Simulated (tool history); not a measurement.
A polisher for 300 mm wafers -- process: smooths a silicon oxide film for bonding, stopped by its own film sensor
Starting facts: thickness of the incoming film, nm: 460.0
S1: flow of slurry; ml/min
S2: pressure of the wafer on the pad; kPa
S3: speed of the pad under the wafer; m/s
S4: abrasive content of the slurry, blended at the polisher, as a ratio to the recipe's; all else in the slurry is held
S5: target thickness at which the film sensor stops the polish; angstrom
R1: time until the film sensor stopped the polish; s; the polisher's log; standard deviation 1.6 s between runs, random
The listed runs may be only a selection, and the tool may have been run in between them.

{"run": 1, "day": 0.0, "S1": 195, "S2": 13.8, "S3": 0.92, "S4": 1, "S5": 3530, "R1": 163.79}
{"run": 2, "day": 0.229, "S1": 195, "S2": 15.2, "S3": 0.94, "S4": 1, "S5": 3530, "R1": 148.94}
{"run": 3, "day": 0.258, "S1": 195, "S2": 15.2, "S3": 0.94, "S4": 1.15, "S5": 3530, "R1": 143.08}
{"run": 4, "day": 0.3, "S1": 195, "S2": 16.5, "S3": 0.96, "S4": 1.15, "S5": 3530, "R1": 130.36}
{"run": 5, "day": 0.608, "S1": 195, "S2": 16.5, "S3": 0.96, "S4": 1.15, "S5": 3530, "R1": 129.45}
{"run": 6, "day": 0.892, "S1": 195, "S2": 15.2, "S3": 0.96, "S4": 1.15, "S5": 3530, "R1": 136.99}
{"run": 7, "day": 1.004, "S1": 195, "S2": 15.9, "S3": 0.98, "S4": 1.15, "S5": 3530, "R1": 131.92}

Predict the results of run 8:
{"run": 8, "day": 1.096, "S1": 195, "S2": 16.5, "S3": 1, "S4": 1.15, "S5": 3530, "R1": "?"}

Run 8 yielded R1 126.96 s.

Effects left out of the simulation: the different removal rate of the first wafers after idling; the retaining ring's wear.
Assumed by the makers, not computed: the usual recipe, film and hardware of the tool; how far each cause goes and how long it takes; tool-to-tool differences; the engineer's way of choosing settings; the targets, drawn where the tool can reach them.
